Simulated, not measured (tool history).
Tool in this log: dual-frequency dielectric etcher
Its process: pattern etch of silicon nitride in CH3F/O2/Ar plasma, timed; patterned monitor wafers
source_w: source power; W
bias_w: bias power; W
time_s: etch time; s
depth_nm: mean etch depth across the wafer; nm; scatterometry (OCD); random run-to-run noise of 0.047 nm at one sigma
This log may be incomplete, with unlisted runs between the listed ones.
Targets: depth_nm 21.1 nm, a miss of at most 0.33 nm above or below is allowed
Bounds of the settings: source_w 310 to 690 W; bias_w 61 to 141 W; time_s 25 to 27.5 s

run  hour  source_w  bias_w  time_s  depth_nm
  1     0       500     101    27.5    24.044
  2     2       470     100    27.5     23.66
  3     6       410     100    27.5    22.947
  4  12.3       400      98    27.5    22.625
  5  19.2       390      96    27.5    22.248
  6  27.4       380      95    27.5    22.074
  7  34.2       370      94    27.5    21.868
  8  37.4       360      94    27.5    21.765
  9  44.5       350      94    27.5    21.688
 10  47.7       340      94    27.5    21.475

Consider the 4 candidate settings below. Which is the only one whose results all fall within their allowed miss of target?
  A  50.9       340      96      26         ?
  B  50.9       360     104      27         ?
  C  50.9       340     101      27         ?
  D  50.9       320      92    27.5         ?

move  depth_nm
   A    20.521
   B    22.222
   C    21.729
   D     21.11
A: takes the result that was furthest off past its target
B: lands further from the targets than the last run did
C: lands further from the targets than the last run did
D: each result inside its tolerance
D meets every target.

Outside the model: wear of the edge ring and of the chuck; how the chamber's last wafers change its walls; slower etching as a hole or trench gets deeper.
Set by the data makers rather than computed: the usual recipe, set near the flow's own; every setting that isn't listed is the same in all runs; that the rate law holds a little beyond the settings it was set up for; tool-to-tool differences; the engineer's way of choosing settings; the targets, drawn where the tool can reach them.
